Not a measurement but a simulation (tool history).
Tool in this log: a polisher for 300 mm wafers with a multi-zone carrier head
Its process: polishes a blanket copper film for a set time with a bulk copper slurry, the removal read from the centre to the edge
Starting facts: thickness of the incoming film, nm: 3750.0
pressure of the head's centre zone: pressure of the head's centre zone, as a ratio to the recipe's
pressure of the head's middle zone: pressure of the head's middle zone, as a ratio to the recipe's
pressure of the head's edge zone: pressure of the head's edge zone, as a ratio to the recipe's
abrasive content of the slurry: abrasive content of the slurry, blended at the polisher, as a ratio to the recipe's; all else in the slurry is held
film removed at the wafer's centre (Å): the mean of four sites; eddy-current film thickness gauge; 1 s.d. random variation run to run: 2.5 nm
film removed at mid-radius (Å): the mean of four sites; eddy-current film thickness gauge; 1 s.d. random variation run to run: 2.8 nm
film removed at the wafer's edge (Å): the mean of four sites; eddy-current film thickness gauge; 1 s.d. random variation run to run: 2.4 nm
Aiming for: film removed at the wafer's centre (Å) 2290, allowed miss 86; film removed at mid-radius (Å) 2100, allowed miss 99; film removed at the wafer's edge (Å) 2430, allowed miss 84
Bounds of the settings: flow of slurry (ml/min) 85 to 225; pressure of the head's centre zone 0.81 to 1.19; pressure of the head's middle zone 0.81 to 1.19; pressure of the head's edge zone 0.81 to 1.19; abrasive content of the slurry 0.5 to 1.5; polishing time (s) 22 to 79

| run | hour | flow of slurry (ml/min) | pressure of the head's centre zone | pressure of the head's middle zone | pressure of the head's edge zone | abrasive content of the slurry | polishing time (s) | film removed at the wafer's centre (Å) | film removed at mid-radius (Å) | film removed at the wafer's edge (Å) |
|---|---|---|---|---|---|---|---|---|---|---|
| 1 | 0 | 145 | 1 | 1 | 1 | 1 | 50 | 2057.6 | 1927.6 | 1887.9 |
| 2 | 8.2 | 150 | 0.99 | 0.98 | 1.04 | 1.05 | 50 | 2115 | 1972.4 | 1991.4 |
| 3 | 9.5 | 150 | 0.95 | 0.98 | 1.04 | 1.05 | 50 | 2025.7 | 1922.9 | 1941 |
| 4 | 13.7 | 150 | 0.95 | 0.98 | 1.1 | 1.05 | 50 | 2009.4 | 1917.8 | 2038.7 |
| 5 | 17.6 | 155 | 0.95 | 0.97 | 1.12 | 1.1 | 50 | 2030.7 | 1943.8 | 2068.7 |
| 6 | 19.5 | 155 | 0.95 | 0.97 | 1.12 | 1.25 | 50 | 2080.4 | 1982.3 | 2128.8 |
| 7 | 21.1 | 160 | 0.95 | 0.96 | 1.13 | 1.3 | 50 | 2206.4 | 2058.8 | 2206.9 |
| 8 | 24.8 | 160 | 0.94 | 0.95 | 1.14 | 1.35 | 50 | 2189.6 | 2043.1 | 2200 |
| 9 | 33.4 | 160 | 0.93 | 0.94 | 1.15 | 1.35 | 51 | 2157.9 | 2113.1 | 2271 |
| 10 | 40.2 | 160 | 0.94 | 0.92 | 1.16 | 1.35 | 51 | 2207.9 | 2050.7 | 2262.6 |
| 11 | 46.3 | 160 | 0.93 | 0.91 | 1.17 | 1.4 | 51 | 2184.9 | 2011.3 | 2345.2 |
| 12 | 48.5 | 165 | 0.93 | 0.91 | 1.17 | 1.4 | 51 | 2245 | 2020.2 | 2288.9 |

Which one of the following 4 next-run settings gets every result inside its allowed miss? There is exactly one.
| A | 50.7 | 140 | 0.94 | 0.87 | 1.18 | 1.5 | 54 | ? | ? | ? |
| B | 50.7 | 210 | 1.08 | 1.04 | 1.03 | 1.25 | 52 | ? | ? | ? |
| C | 50.7 | 150 | 0.89 | 1.15 | 1.07 | 1.5 | 50 | ? | ? | ? |
| D | 50.7 | 200 | 0.96 | 0.95 | 1.16 | 1 | 54 | ? | ? | ? |

| move | film removed at the wafer's centre (Å) | film removed at mid-radius (Å) | film removed at the wafer's edge (Å) |
|---|---|---|---|
| A | 2314.3 | 2064.3 | 2431.2 |
| B | 2561.7 | 2283.9 | 2200.1 |
| C | 2099.4 | 2315.8 | 2158.2 |
| D | 2290.9 | 2105.9 | 2286.3 |
A: each result inside its tolerance
B: the biggest miss grows against the last run
C: the biggest miss grows against the last run
D: about the same distance from the targets as the last run
A meets every target.

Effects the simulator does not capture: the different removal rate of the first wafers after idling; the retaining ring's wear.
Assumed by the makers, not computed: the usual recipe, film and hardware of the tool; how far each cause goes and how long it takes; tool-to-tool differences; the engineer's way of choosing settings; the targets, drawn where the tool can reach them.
